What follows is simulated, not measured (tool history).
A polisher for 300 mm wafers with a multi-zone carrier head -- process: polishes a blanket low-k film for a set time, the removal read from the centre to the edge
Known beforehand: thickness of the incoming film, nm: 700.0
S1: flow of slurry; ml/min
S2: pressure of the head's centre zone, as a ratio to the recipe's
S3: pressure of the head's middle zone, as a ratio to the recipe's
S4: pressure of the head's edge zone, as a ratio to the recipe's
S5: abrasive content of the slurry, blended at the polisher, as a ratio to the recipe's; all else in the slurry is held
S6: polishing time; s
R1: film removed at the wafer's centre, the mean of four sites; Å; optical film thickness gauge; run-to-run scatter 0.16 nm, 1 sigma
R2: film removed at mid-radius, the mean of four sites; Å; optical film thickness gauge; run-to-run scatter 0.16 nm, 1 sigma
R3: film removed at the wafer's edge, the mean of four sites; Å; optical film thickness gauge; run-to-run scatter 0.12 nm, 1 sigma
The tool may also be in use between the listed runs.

run 1 hour=0.0 | S1=160 S2=1.00 S3=1.00 S4=1.00 S5=1.00 S6=66 | R1=211.00 R2=210.93 R3=212.47
run 2 hour=4.4 | S1=160 S2=1.00 S3=1.00 S4=1.00 S5=0.90 S6=66 | R1=193.87 R2=200.18 R3=199.95
run 3 hour=12.4 | S1=150 S2=0.97 S3=0.98 S4=0.96 S5=0.85 S6=66 | R1=181.71 R2=188.57 R3=187.24
run 4 hour=16.4 | S1=150 S2=0.97 S3=0.94 S4=0.96 S5=0.85 S6=66 | R1=182.10 R2=184.27 R3=187.97
run 5 hour=24.6 | S1=140 S2=0.94 S3=0.93 S4=0.93 S5=0.85 S6=66 | R1=173.55 R2=177.46 R3=183.67
run 6 hour=28.2 | S1=130 S2=0.92 S3=0.94 S4=0.90 S5=0.85 S6=66 | R1=167.27 R2=176.30 R3=178.22
run 7 hour=30.0 | S1=100 S2=0.85 S3=0.93 S4=0.83 S5=0.80 S6=66 | R1=137.03 R2=161.63 R3=157.96

For run 8, what comes out?
-- hour=34.9 worn pad replaced by a new one
run 8 hour=34.9 | S1=110 S2=0.86 S3=0.93 S4=0.83 S5=0.80 S6=66 | R1=? R2=? R3=?

R1: 154.39 Å
R2: 174.26 Å
R3: 174.80 Å

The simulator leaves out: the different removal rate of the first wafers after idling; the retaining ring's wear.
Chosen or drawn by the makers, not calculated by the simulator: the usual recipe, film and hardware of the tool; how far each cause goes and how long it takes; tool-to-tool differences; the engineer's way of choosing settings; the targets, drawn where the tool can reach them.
